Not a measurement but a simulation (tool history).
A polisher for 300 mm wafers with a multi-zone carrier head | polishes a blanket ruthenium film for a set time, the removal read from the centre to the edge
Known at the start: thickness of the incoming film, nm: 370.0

run  hour  flow of slurry (ml/min)  pressure of the head's centre zone  pressure of the head's middle zone  pressure of the head's edge zone  polishing time (s)  film removed at the wafer's centre (Å)  film removed at mid-radius (Å)  film removed at the wafer's edge (Å)
  1     0                      270                                   1                                   1                                 1                  52                                  458.07                          472.14                                 484.2
  2   2.7                      275                                   1                                0.99                              1.02                  52                                   467.5                          466.51                                478.59
  3   7.8                      275                                   1                                1.05                              1.02                  52                                  466.45                          498.02                                490.42
  4  12.1                      275                                   1                                1.13                              1.02                  52                                  465.59                          525.85                                488.82
  5  19.7                      225                                   1                                1.13                              1.02                  52                                  446.99                          513.23                                479.43
  6  20.7                      225                                   1                                1.13                              1.02                  46                                  397.46                          449.83                                415.55
  7  28.9                      235                                   1                                 1.1                              1.04                  47                                  411.98                          448.12                                436.05

The next listed run, before its measurement:
  8  30.4                      245                                   1                                1.08                              1.06                  48                                       ?                               ?                                     ?

{"run 8": {"film removed at the wafer's centre (Å)": 420.54, "film removed at mid-radius (Å)": 460.06, "film removed at the wafer's edge (Å)": 447.57}}
